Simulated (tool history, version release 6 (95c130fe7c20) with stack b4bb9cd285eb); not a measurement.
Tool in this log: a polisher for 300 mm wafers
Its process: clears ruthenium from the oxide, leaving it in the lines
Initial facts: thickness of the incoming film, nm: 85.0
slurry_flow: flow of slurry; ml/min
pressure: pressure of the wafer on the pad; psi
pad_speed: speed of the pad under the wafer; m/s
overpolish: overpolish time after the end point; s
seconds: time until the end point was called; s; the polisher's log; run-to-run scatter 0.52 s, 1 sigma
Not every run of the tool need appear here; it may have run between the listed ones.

run,day,slurry_flow,pressure,pad_speed,overpolish,seconds
1,0,165,1.5,1.02,7,112.68
2,0.104,165,1.5,1.14,7,102.6
3,0.412,190,1.5,1.14,7,101.11
4,0.471,210,1.5,1.14,7,98.286
5,0.796,215,1.6,1.14,7,94.444
6,0.942,215,1.6,1.3,7,83.691

The next listed run, before its measurement:
7,1.15,215,1.7,1.3,7,?

For run 7 the tool returned seconds 79.964 s.

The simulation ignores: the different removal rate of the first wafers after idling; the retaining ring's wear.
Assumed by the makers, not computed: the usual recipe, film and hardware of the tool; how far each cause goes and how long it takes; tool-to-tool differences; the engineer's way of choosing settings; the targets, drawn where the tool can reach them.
